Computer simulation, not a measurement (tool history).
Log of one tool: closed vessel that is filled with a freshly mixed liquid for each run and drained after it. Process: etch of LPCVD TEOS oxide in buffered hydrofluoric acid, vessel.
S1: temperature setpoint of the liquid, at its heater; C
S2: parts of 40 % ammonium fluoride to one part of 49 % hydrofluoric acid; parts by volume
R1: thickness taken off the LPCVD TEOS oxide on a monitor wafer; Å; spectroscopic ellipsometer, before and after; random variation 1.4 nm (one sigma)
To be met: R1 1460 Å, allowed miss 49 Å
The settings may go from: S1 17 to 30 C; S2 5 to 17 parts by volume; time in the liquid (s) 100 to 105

Run 1, hour 0: S1 22 C, S2 10.5 parts by volume, time in the liquid (s) 100. Result: R1 2787.1 Å.
Run 2, hour 6.6: S1 22 C, S2 10.5 parts by volume, time in the liquid (s) 100. Result: R1 2833.6 Å.
Run 3, hour 9: S1 19 C, S2 10.5 parts by volume, time in the liquid (s) 100. Result: R1 2388.6 Å.
Run 4, hour 12.2: S1 17 C, S2 10.5 parts by volume, time in the liquid (s) 100. Result: R1 2137.4 Å.
Run 5, hour 17.9: S1 17 C, S2 8.5 parts by volume, time in the liquid (s) 100. Result: R1 2557.5 Å.
Run 6, hour 22.2: S1 17 C, S2 8.5 parts by volume, time in the liquid (s) 105. Result: R1 2664.6 Å.
Run 7, hour 24.8: S1 17 C, S2 11 parts by volume, time in the liquid (s) 105. Result: R1 2145.1 Å.
Run 8, hour 31: S1 17 C, S2 12.5 parts by volume, time in the liquid (s) 105. Result: R1 1921.2 Å.
Run 9, hour 32.8: S1 17 C, S2 13.5 parts by volume, time in the liquid (s) 105. Result: R1 1773.2 Å.
Run 10, hour 33.7: S1 17 C, S2 14.5 parts by volume, time in the liquid (s) 105. Result: R1 1651.2 Å.
Run 11, hour 35.7: S1 17 C, S2 14.5 parts by volume, time in the liquid (s) 105. Result: R1 1598.3 Å.
Run 12, hour 43.2: S1 17 C, S2 15 parts by volume, time in the liquid (s) 105. Result: R1 1595 Å.
Run 13, hour 43.9: S1 17 C, S2 15 parts by volume, time in the liquid (s) 105. Result: R1 1603.3 Å.
Run 14, hour 46: S1 17 C, S2 15.5 parts by volume, time in the liquid (s) 105. Result: R1 1559.3 Å.

4 next moves are on the table. One of them brings every result within its allowed miss. Which?
Run A, hour 48.1: S1 17 C, S2 16.5 parts by volume, time in the liquid (s) 105. Result: R1 ?.
Run B, hour 48.1: S1 18.5 C, S2 16 parts by volume, time in the liquid (s) 105. Result: R1 ?.
Run C, hour 48.1: S1 19.5 C, S2 16.5 parts by volume, time in the liquid (s) 105. Result: R1 ?.
Run D, hour 48.1: S1 17.5 C, S2 14 parts by volume, time in the liquid (s) 105. Result: R1 ?.

move      R1
   A  1439.6
   B  1616.3
   C    1659
   D  1741.4
A: meets every target
B: further off than the last run
C: further off than the last run
D: further off than the last run
Move A is the one to make.
